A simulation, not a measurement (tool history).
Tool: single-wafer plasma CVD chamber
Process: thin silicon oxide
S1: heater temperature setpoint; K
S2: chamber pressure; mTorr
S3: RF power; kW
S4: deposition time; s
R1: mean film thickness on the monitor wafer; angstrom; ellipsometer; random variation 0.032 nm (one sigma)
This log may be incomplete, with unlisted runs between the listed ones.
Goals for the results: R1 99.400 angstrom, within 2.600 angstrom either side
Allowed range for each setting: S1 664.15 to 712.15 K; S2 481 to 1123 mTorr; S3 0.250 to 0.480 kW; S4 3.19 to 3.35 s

run,hour,S1,S2,S3,S4,R1
1,0.0,688.15,802,0.365,3.35,72.465
2,6.8,688.15,839,0.365,3.35,76.158
3,14.9,688.15,975,0.365,3.35,86.024
4,17.0,688.15,995,0.365,3.35,87.088
5,25.3,683.15,995,0.365,3.35,87.301
6,30.8,683.15,995,0.365,3.19,83.421
7,38.5,683.15,1012,0.370,3.20,84.932
8,41.2,683.15,1027,0.375,3.22,87.154
9,42.1,683.15,1040,0.380,3.24,89.149
10,47.6,683.15,1051,0.385,3.25,90.229
11,56.3,683.15,1061,0.385,3.26,91.022
12,58.9,683.15,1070,0.385,3.27,91.796
13,61.3,683.15,1078,0.390,3.28,93.271
14,62.2,683.15,1084,0.390,3.29,93.208
15,63.9,683.15,1090,0.395,3.30,95.068
16,66.4,683.15,1094,0.395,3.31,95.803
17,74.2,683.15,1098,0.395,3.31,95.474
18,80.2,683.15,1102,0.400,3.32,96.092

Exercise: of the 5 proposed moves below, exactly one satisfies all targets within the stated allowed misses. Which move is it?
A,86.2,680.15,1077,0.375,3.26,?
B,86.2,671.15,991,0.470,3.19,?
C,86.2,680.15,1123,0.400,3.35,?
D,86.2,687.15,1027,0.390,3.35,?
E,86.2,683.15,1123,0.360,3.30,?

move,R1
A,91.313
B,92.452
C,98.974
D,91.778
E,93.376
A: further off than the last run
B: further off than the last run
C: every result lands within tolerance
D: further off than the last run
E: further off than the last run
Go with C: it meets all targets.
